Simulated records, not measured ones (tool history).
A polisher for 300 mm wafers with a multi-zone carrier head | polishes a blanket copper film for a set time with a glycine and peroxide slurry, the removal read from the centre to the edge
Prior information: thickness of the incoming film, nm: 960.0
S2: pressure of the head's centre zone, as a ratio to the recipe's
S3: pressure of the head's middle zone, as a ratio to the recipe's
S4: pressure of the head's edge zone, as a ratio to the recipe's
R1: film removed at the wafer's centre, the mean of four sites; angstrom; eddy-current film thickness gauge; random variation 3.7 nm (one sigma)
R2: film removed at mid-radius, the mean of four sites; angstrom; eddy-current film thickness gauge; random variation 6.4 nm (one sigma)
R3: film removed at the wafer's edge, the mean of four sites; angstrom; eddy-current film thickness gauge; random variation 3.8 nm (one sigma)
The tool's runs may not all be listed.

{"run": 1, "hour": 0.0, "flow of slurry (ml/min)": 150, "S2": 1, "S3": 1, "S4": 1, "polishing time (s)": 61, "R1": 4041.1, "R2": 4112.4, "R3": 4089.8}
{"run": 2, "hour": 0.9, "flow of slurry (ml/min)": 165, "S2": 1.02, "S3": 1.04, "S4": 1, "polishing time (s)": 61, "R1": 4166.8, "R2": 4214.4, "R3": 4077}
{"run": 3, "hour": 7.6, "flow of slurry (ml/min)": 165, "S2": 1.07, "S3": 1.04, "S4": 1, "polishing time (s)": 61, "R1": 4357.8, "R2": 4166.7, "R3": 4129.8}
{"run": 4, "hour": 14.8, "flow of slurry (ml/min)": 165, "S2": 1.07, "S3": 1.04, "S4": 1, "polishing time (s)": 48, "R1": 3441.8, "R2": 3315.1, "R3": 3199.3}
{"run": 5, "hour": 16.8, "flow of slurry (ml/min)": 175, "S2": 1.07, "S3": 1.08, "S4": 0.99, "polishing time (s)": 53, "R1": 3834.2, "R2": 3843.1, "R3": 3560.5}
{"run": 6, "hour": 23.5, "flow of slurry (ml/min)": 200, "S2": 1.07, "S3": 1.08, "S4": 0.99, "polishing time (s)": 53, "R1": 3944.9, "R2": 3910.8, "R3": 3604.3}
{"run": 7, "hour": 28.6, "flow of slurry (ml/min)": 205, "S2": 1.08, "S3": 1.11, "S4": 0.99, "polishing time (s)": 56, "R1": 4187, "R2": 4201.8, "R3": 3734.9}
{"run": 8, "hour": 31.1, "flow of slurry (ml/min)": 220, "S2": 1.08, "S3": 1.19, "S4": 1.06, "polishing time (s)": 67, "R1": 5024.2, "R2": 5388.9, "R3": 4721.4}

Estimate the outcome of run 9 from the log above:
{"run": 9, "hour": 33.5, "flow of slurry (ml/min)": 215, "S2": 1.08, "S3": 1.19, "S4": 1.04, "polishing time (s)": 67, "R1": "?", "R2": "?", "R3": "?"}

{"run 9": {"R1": 5017.3, "R2": 5404.6, "R3": 4685.7}}
